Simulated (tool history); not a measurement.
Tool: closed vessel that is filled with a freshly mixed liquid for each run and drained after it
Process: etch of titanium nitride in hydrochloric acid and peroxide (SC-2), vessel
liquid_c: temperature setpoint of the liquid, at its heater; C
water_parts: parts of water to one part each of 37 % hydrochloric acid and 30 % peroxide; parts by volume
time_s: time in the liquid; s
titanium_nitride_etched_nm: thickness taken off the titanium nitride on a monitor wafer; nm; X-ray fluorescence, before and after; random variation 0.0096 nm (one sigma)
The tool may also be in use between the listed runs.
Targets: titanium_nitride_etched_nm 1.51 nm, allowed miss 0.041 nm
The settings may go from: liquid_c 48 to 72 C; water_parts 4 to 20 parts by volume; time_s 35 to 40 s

run	hour	liquid_c	water_parts	time_s	titanium_nitride_etched_nm
1	0	64	11	40	3.9003
2	2.1	67.5	11	40	4.8474
3	8.3	67.5	11	35	4.1891
4	11.2	67.5	7.5	35	5.8102
5	18.9	67.5	7.5	40	6.6371
6	20.8	63	8.5	40	4.5043
7	29.3	63	8.5	40	4.5333
8	31.6	59.5	9	40	3.4962
9	36.3	57	9.5	40	2.8244
10	44	55	9.5	40	2.4827
11	52.9	55	9.5	40	2.4868
12	56.2	53.5	9.5	40	2.2533
13	63	52.5	9.5	40	2.1011
14	64.4	51.5	9.5	40	1.9829
15	68.8	48	10.5	40	1.4495

5 next moves are on the table. One of them brings every result within its allowed miss. Which?
A	73.2	51.5	12.5	35	?
B	73.2	50.5	11.5	35	?
C	73.2	54.5	14	35	?
D	73.2	50.5	11	35	?
E	73.2	48	11	40	?

move	titanium_nitride_etched_nm
A	1.3761
B	1.3833
C	1.5177
D	1.4365
E	1.3886
A: further off than the last run
B: further off than the last run
C: meets every target
D: further off than the last run
E: further off than the last run
Answer: C
